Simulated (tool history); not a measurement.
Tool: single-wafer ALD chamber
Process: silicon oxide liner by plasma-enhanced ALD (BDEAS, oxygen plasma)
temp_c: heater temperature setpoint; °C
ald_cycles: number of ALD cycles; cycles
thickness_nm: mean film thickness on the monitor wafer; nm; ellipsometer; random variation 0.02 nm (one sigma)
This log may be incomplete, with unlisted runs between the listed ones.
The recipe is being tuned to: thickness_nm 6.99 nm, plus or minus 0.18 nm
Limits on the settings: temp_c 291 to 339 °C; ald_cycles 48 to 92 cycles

Run 1, hour 0: temp_c 315 °C, ald_cycles 70 cycles. Result: thickness_nm 5.9984 nm.
Run 2, hour 7.8: temp_c 326 °C, ald_cycles 70 cycles. Result: thickness_nm 5.9052 nm.
Run 3, hour 9.1: temp_c 334 °C, ald_cycles 70 cycles. Result: thickness_nm 5.8145 nm.
Run 4, hour 13.7: temp_c 333 °C, ald_cycles 73 cycles. Result: thickness_nm 6.0549 nm.
Run 5, hour 17.4: temp_c 325 °C, ald_cycles 73 cycles. Result: thickness_nm 6.1578 nm.
Run 6, hour 21.6: temp_c 325 °C, ald_cycles 75 cycles. Result: thickness_nm 6.3023 nm.
Run 7, hour 23.4: temp_c 325 °C, ald_cycles 77 cycles. Result: thickness_nm 6.506 nm.
Run 8, hour 32.1: temp_c 325 °C, ald_cycles 78 cycles. Result: thickness_nm 6.6111 nm.

Exercise: of the 5 proposed moves below, exactly one satisfies all targets within the stated allowed misses. Which move is it?
Run A, hour 40.8: temp_c 324 °C, ald_cycles 82 cycles. Result: thickness_nm ?.
Run B, hour 40.8: temp_c 319 °C, ald_cycles 76 cycles. Result: thickness_nm ?.
Run C, hour 40.8: temp_c 334 °C, ald_cycles 75 cycles. Result: thickness_nm ?.
Run D, hour 40.8: temp_c 326 °C, ald_cycles 87 cycles. Result: thickness_nm ?.
Run E, hour 40.8: temp_c 326 °C, ald_cycles 77 cycles. Result: thickness_nm ?.

move  thickness_nm
   A        6.9136
   B        6.4606
   C         6.219
   D        7.3109
   E        6.4706
A: in spec on every target
B: further off than the last run
C: further off than the last run
D: takes the result that was furthest off past its target
E: further off than the last run
So the answer is move A, the one that meets all the targets.
